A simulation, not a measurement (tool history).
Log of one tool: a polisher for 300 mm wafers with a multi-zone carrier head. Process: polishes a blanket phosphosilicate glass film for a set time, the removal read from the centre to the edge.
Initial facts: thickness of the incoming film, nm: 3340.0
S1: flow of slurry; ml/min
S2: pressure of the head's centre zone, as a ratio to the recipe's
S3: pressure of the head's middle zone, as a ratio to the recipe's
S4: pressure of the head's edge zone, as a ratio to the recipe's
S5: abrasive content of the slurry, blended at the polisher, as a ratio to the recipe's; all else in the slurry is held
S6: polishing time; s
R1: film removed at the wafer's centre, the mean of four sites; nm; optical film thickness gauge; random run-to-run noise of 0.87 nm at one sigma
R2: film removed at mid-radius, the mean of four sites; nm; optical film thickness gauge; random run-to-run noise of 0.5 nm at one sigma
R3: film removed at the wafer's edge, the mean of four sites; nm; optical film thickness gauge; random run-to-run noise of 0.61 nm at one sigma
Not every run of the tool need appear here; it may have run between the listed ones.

| run | hour | S1 | S2 | S3 | S4 | S5 | S6 | R1 | R2 | R3 |
|---|---|---|---|---|---|---|---|---|---|---|
| 1 | 0 | 260 | 1 | 1 | 1 | 1 | 30 | 111.13 | 108.43 | 111.21 |
| 2 | 4.7 | 260 | 1 | 1 | 1.04 | 1 | 30 | 108.27 | 107.32 | 113.78 |
| 3 | 6 | 290 | 1 | 1 | 1.04 | 1 | 30 | 110.62 | 109.85 | 115.88 |
| 4 | 12 | 290 | 1 | 1 | 1.04 | 1 | 33 | 122.9 | 122.13 | 126.96 |
| 5 | 20.5 | 280 | 0.98 | 0.98 | 1.02 | 0.95 | 33 | 115.99 | 116.44 | 122.08 |
| 6 | 28.3 | 270 | 0.97 | 0.96 | 1 | 0.9 | 33 | 108.96 | 110.98 | 117.18 |
| 7 | 36.9 | 260 | 0.97 | 0.94 | 0.98 | 0.85 | 33 | 109.97 | 104.58 | 111.82 |
| 8 | 38 | 255 | 0.95 | 0.93 | 0.97 | 0.8 | 33 | 102.01 | 101.11 | 108.29 |
|  | 46.2 | slurry nozzle cleaned |
| 9 | 46.2 | 250 | 0.94 | 0.92 | 0.95 | 0.75 | 33 | 104.19 | 102.64 | 108.02 |
| 10 | 52.8 | 245 | 0.93 | 0.91 | 0.95 | 0.7 | 32 | 96.665 | 96.163 | 101.64 |
| 11 | 55.5 | 240 | 0.92 | 0.9 | 0.94 | 0.7 | 32 | 96.061 | 94.621 | 102.58 |
| 12 | 64.4 | 240 | 0.91 | 0.89 | 0.93 | 0.7 | 32 | 93.786 | 93.657 | 102.09 |
| 13 | 65.8 | 240 | 0.91 | 0.88 | 0.92 | 0.7 | 32 | 94.312 | 93.816 | 100.76 |
| 14 | 70.8 | 235 | 0.91 | 0.87 | 0.91 | 0.7 | 32 | 93.866 | 91.826 | 99.272 |
| 15 | 71.6 | 185 | 0.84 | 0.81 | 0.81 | 0.5 | 31 | 68.573 | 68.728 | 76.883 |
| 16 | 73.3 | 195 | 0.84 | 0.81 | 0.81 | 0.5 | 31 | 69.606 | 69.014 | 76.94 |
| 17 | 78.9 | 205 | 0.84 | 0.81 | 0.82 | 0.5 | 31 | 69.819 | 69.858 | 77.84 |
| 18 | 80.2 | 215 | 0.84 | 0.81 | 0.83 | 0.5 | 31 | 70.335 | 70.035 | 78.611 |

What will run 19 give?
| 19 | 81.3 | 225 | 0.84 | 0.81 | 0.83 | 0.5 | 31 | ? | ? | ? |

{"run 19": {"R1": 70.78, "R2": 70.946, "R3": 78.888}}
